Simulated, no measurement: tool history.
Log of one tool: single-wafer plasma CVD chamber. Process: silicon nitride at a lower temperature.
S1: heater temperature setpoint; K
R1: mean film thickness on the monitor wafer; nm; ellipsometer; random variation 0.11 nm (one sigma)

run 1 day=0.000 | S1=618.15 chamber_pressure_(Torr)=1.72 RF_power_(kW)=0.310 deposition_time_(s)=23.9 | R1=29.810
run 2 day=0.058 | S1=618.15 chamber_pressure_(Torr)=1.83 RF_power_(kW)=0.310 deposition_time_(s)=23.9 | R1=30.243
run 3 day=0.146 | S1=618.15 chamber_pressure_(Torr)=1.83 RF_power_(kW)=0.275 deposition_time_(s)=23.9 | R1=26.998
run 4 day=0.192 | S1=618.15 chamber_pressure_(Torr)=1.92 RF_power_(kW)=0.285 deposition_time_(s)=23.9 | R1=28.264
run 5 day=0.275 | S1=628.15 chamber_pressure_(Torr)=1.92 RF_power_(kW)=0.285 deposition_time_(s)=23.9 | R1=28.140
run 6 day=0.446 | S1=628.15 chamber_pressure_(Torr)=2.00 RF_power_(kW)=0.295 deposition_time_(s)=23.9 | R1=29.464
run 7 day=0.575 | S1=628.15 chamber_pressure_(Torr)=2.07 RF_power_(kW)=0.300 deposition_time_(s)=23.9 | R1=30.111

Run 8 comes next. What will it give?
run 8 day=0.754 | S1=628.15 chamber_pressure_(Torr)=2.12 RF_power_(kW)=0.305 deposition_time_(s)=23.9 | R1=?

Run 8 gave R1 30.752 nm.

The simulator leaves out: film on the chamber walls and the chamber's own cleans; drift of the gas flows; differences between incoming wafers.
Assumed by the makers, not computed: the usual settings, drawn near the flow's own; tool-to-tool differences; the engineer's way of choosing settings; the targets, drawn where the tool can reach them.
